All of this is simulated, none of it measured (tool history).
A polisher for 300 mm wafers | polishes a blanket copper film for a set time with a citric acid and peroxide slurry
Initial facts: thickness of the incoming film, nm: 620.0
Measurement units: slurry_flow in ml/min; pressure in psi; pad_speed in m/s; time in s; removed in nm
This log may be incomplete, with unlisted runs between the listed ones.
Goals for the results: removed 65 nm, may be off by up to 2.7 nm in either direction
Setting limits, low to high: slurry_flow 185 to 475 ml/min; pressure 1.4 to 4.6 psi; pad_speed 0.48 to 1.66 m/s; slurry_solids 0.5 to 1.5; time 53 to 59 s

{"run": 1, "hour": 0.0, "slurry_flow": 305, "pressure": 3, "pad_speed": 1.06, "slurry_solids": 1, "time": 59, "removed": 117.05}
{"run": 2, "hour": 8.7, "slurry_flow": 305, "pressure": 2.6, "pad_speed": 1.04, "slurry_solids": 1, "time": 59, "removed": 100.16}
{"run": 3, "hour": 10.3, "slurry_flow": 305, "pressure": 2.3, "pad_speed": 1.02, "slurry_solids": 1, "time": 59, "removed": 89.213}
{"run": 4, "hour": 11.0, "slurry_flow": 305, "pressure": 2.3, "pad_speed": 1.02, "slurry_solids": 1.15, "time": 59, "removed": 92.475}
{"run": 5, "hour": 19.4, "slurry_flow": 305, "pressure": 2.3, "pad_speed": 1.02, "slurry_solids": 1.15, "time": 53, "removed": 83.978}
{"run": 6, "hour": 25.3, "slurry_flow": 305, "pressure": 2.3, "pad_speed": 1.02, "slurry_solids": 1.15, "time": 53, "removed": 85.96}
{"run": 7, "hour": 28.6, "slurry_flow": 305, "pressure": 2.1, "pad_speed": 1.02, "slurry_solids": 1.15, "time": 53, "removed": 79.377}
{"run": 8, "hour": 29.2, "slurry_flow": 305, "pressure": 2.1, "pad_speed": 1.02, "slurry_solids": 1.15, "time": 53, "removed": 77.669}
{"run": 9, "hour": 30.5, "slurry_flow": 305, "pressure": 2, "pad_speed": 1.02, "slurry_solids": 1.15, "time": 53, "removed": 74.303}
{"run": 10, "hour": 37.7, "slurry_flow": 305, "pressure": 1.9, "pad_speed": 1.02, "slurry_solids": 1.15, "time": 53, "removed": 73.902}
{"run": 11, "hour": 39.4, "slurry_flow": 305, "pressure": 1.8, "pad_speed": 1.02, "slurry_solids": 1.15, "time": 53, "removed": 70.872}

Exactly one of the 5 candidate moves below puts every result within its allowed miss. Which one?
{"run": "A", "hour": 41.1, "slurry_flow": 230, "pressure": 1.9, "pad_speed": 1.08, "slurry_solids": 1.25, "time": 56, "removed": "?"}
{"run": "B", "hour": 41.1, "slurry_flow": 315, "pressure": 1.7, "pad_speed": 0.98, "slurry_solids": 1, "time": 55, "removed": "?"}
{"run": "C", "hour": 41.1, "slurry_flow": 305, "pressure": 1.7, "pad_speed": 1.02, "slurry_solids": 1.3, "time": 58, "removed": "?"}
{"run": "D", "hour": 41.1, "slurry_flow": 310, "pressure": 1.6, "pad_speed": 0.92, "slurry_solids": 1.25, "time": 53, "removed": "?"}
{"run": "E", "hour": 41.1, "slurry_flow": 305, "pressure": 1.4, "pad_speed": 1.2, "slurry_solids": 1.2, "time": 55, "removed": "?"}

move=A removed=79.157
move=B removed=63.053
move=C removed=73.672
move=D removed=57.831
move=E removed=69.378
A: moves away from the targets compared with the last run
B: each result inside its tolerance
C: moves away from the targets compared with the last run
D: takes the result that was furthest off past its target
E: nearer the targets than the last run, but a result is still out of spec
Answer: B
